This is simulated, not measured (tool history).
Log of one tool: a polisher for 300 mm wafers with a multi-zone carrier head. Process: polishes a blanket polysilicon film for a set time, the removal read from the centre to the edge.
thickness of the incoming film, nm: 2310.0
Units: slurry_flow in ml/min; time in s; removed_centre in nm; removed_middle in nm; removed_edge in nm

| run | hour | slurry_flow | centre_zone | middle_zone | edge_zone | time | removed_centre | removed_middle | removed_edge |
|---|---|---|---|---|---|---|---|---|---|
| 1 | 0 | 135 | 1 | 1 | 1 | 56 | 452.16 | 454.07 | 455.18 |
| 2 | 8.8 | 135 | 1.07 | 1 | 1 | 56 | 486.18 | 459.3 | 455.96 |
| 3 | 10.6 | 140 | 1.01 | 1.06 | 1.05 | 63 | 517.88 | 556.79 | 527.34 |
| 4 | 19.4 | 140 | 1.01 | 1.01 | 1.05 | 63 | 522.68 | 522 | 525.71 |
| 5 | 28.2 | 145 | 0.96 | 1.05 | 1.09 | 69 | 537.53 | 594.54 | 596.48 |
| 6 | 33.5 | 150 | 0.95 | 1.08 | 1.12 | 72 | 563.41 | 629.44 | 634.12 |
| 7 | 36.5 | 155 | 0.93 | 1.11 | 1.13 | 75 | 581.14 | 698.97 | 669.59 |
| 8 | 40.9 | 160 | 0.92 | 1.13 | 1.15 | 76 | 595.14 | 721.12 | 681.18 |
| 9 | 43.4 | 165 | 0.9 | 1.14 | 1.16 | 77 | 588.34 | 734.06 | 698.2 |

The next listed run, before its measurement:
| 10 | 45.9 | 170 | 0.9 | 1.15 | 1.17 | 78 | ? | ? | ? |

Run 10 gave removed_centre 588.59 nm, removed_middle 755.19 nm, removed_edge 714.37 nm.

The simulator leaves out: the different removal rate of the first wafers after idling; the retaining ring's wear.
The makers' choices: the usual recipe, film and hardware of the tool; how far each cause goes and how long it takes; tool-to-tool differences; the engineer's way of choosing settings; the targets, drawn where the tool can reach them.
